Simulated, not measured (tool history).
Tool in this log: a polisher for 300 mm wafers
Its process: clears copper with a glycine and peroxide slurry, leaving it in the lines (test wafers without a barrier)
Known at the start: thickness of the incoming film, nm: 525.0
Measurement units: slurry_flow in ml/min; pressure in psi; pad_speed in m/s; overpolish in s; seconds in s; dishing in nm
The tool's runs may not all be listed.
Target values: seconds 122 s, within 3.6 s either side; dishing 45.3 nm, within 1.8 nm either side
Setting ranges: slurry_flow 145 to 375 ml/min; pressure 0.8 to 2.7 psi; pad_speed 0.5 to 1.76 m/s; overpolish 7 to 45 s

Run 1, hour 0: slurry_flow 240 ml/min, pressure 1.7 psi, pad_speed 1.12 m/s, overpolish 23 s. Result: seconds 143.58 s, dishing 51.231 nm.
Run 2, hour 1.4: slurry_flow 245 ml/min, pressure 1.8 psi, pad_speed 1.12 m/s, overpolish 22 s. Result: seconds 137.11 s, dishing 51.441 nm.
Run 3, hour 6: slurry_flow 245 ml/min, pressure 1.8 psi, pad_speed 1.12 m/s, overpolish 28 s. Result: seconds 136.47 s, dishing 62.685 nm.
Run 4, hour 7.5: slurry_flow 245 ml/min, pressure 1.8 psi, pad_speed 0.96 m/s, overpolish 28 s. Result: seconds 153.73 s, dishing 57.318 nm.
Run 5, hour 8.2: slurry_flow 245 ml/min, pressure 1.8 psi, pad_speed 0.96 m/s, overpolish 21 s. Result: seconds 156.41 s, dishing 45.423 nm.
Run 6, hour 14.4: slurry_flow 250 ml/min, pressure 1.9 psi, pad_speed 0.96 m/s, overpolish 20 s. Result: seconds 147.5 s, dishing 45.651 nm.
Run 7, hour 21.5: slurry_flow 255 ml/min, pressure 2 psi, pad_speed 0.96 m/s, overpolish 19 s. Result: seconds 142.55 s, dishing 45.992 nm.
Run 8, hour 26.8: slurry_flow 260 ml/min, pressure 2.1 psi, pad_speed 0.96 m/s, overpolish 18 s. Result: seconds 136.92 s, dishing 44.622 nm.
Run 9, hour 28.3: slurry_flow 260 ml/min, pressure 2.2 psi, pad_speed 0.96 m/s, overpolish 18 s. Result: seconds 131.04 s, dishing 46.512 nm.
Run 10, hour 36.4: slurry_flow 265 ml/min, pressure 2.3 psi, pad_speed 0.96 m/s, overpolish 17 s. Result: seconds 127.58 s, dishing 45.707 nm.
Run 11, hour 39.9: slurry_flow 270 ml/min, pressure 2.4 psi, pad_speed 0.96 m/s, overpolish 15 s. Result: seconds 121.48 s, dishing 42.181 nm.

4 candidate next runs follow, results not yet known. Just one meets every target within its allowed miss. Identify it.
Run A, hour 43.4: slurry_flow 275 ml/min, pressure 2.6 psi, pad_speed 0.88 m/s, overpolish 15 s. Result: seconds ?, dishing ?.
Run B, hour 43.4: slurry_flow 280 ml/min, pressure 2.2 psi, pad_speed 1.08 m/s, overpolish 18 s. Result: seconds ?, dishing ?.
Run C, hour 43.4: slurry_flow 265 ml/min, pressure 2.4 psi, pad_speed 0.98 m/s, overpolish 18 s. Result: seconds ?, dishing ?.
Run D, hour 43.4: slurry_flow 300 ml/min, pressure 2.7 psi, pad_speed 0.84 m/s, overpolish 16 s. Result: seconds ?, dishing ?.

move  seconds  dishing
   A   122.97   43.196
   B   119.14     51.1
   C   120.68   50.914
   D   122.93   45.784
A: closer than the last run, but not yet in spec
B: carries the result that was furthest off beyond its target, to the other side
C: carries the result that was furthest off beyond its target, to the other side
D: in spec on every target
D meets every target.

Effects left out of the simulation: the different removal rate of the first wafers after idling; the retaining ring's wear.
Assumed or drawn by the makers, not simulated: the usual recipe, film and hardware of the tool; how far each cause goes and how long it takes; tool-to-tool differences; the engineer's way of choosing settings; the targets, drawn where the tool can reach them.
